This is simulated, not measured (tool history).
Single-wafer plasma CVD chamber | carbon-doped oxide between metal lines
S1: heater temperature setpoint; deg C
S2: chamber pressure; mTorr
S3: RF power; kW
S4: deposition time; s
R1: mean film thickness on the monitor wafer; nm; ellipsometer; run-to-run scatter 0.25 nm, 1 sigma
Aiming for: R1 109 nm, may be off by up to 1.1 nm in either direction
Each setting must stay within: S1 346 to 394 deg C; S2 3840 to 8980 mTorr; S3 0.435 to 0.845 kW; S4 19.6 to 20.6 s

{"run": 1, "hour": 0.0, "S1": 370, "S2": 6410, "S3": 0.64, "S4": 20.6, "R1": 118.07}
{"run": 2, "hour": 0.9, "S1": 370, "S2": 6410, "S3": 0.58, "S4": 20.6, "R1": 110.35}
{"run": 3, "hour": 2.6, "S1": 370, "S2": 7000, "S3": 0.58, "S4": 20.6, "R1": 111.18}
{"run": 4, "hour": 8.4, "S1": 360, "S2": 7000, "S3": 0.58, "S4": 20.6, "R1": 113.87}
{"run": 5, "hour": 14.4, "S1": 363, "S2": 6870, "S3": 0.58, "S4": 20.6, "R1": 112.48}
{"run": 6, "hour": 19.9, "S1": 365, "S2": 6750, "S3": 0.58, "S4": 20.6, "R1": 112.09}
{"run": 7, "hour": 28.5, "S1": 367, "S2": 6660, "S3": 0.58, "S4": 20.6, "R1": 111.71}
{"run": 8, "hour": 31.7, "S1": 376, "S2": 6130, "S3": 0.575, "S4": 20.6, "R1": 107.68}
{"run": 9, "hour": 33.4, "S1": 375, "S2": 6160, "S3": 0.575, "S4": 20.6, "R1": 107.79}
{"run": 10, "hour": 34.1, "S1": 375, "S2": 6160, "S3": 0.575, "S4": 20.6, "R1": 107.8}

Exactly one of the 5 candidate moves below puts every result within its allowed miss. Which one?
{"run": "A", "hour": 34.8, "S1": 370, "S2": 4750, "S3": 0.595, "S4": 20.6, "R1": "?"}
{"run": "B", "hour": 34.8, "S1": 382, "S2": 6800, "S3": 0.61, "S4": 19.6, "R1": "?"}
{"run": "C", "hour": 34.8, "S1": 377, "S2": 7480, "S3": 0.565, "S4": 20.6, "R1": "?"}
{"run": "D", "hour": 34.8, "S1": 368, "S2": 5470, "S3": 0.55, "S4": 20.6, "R1": "?"}
{"run": "E", "hour": 34.8, "S1": 382, "S2": 5820, "S3": 0.605, "S4": 20, "R1": "?"}

move=A R1=108.46
move=B R1=105.94
move=C R1=107.11
move=D R1=104.8
move=E R1=106.02
A: in spec on every target
B: further off than the last run
C: further off than the last run
D: further off than the last run
E: further off than the last run
Correct choice: A, which meets every target
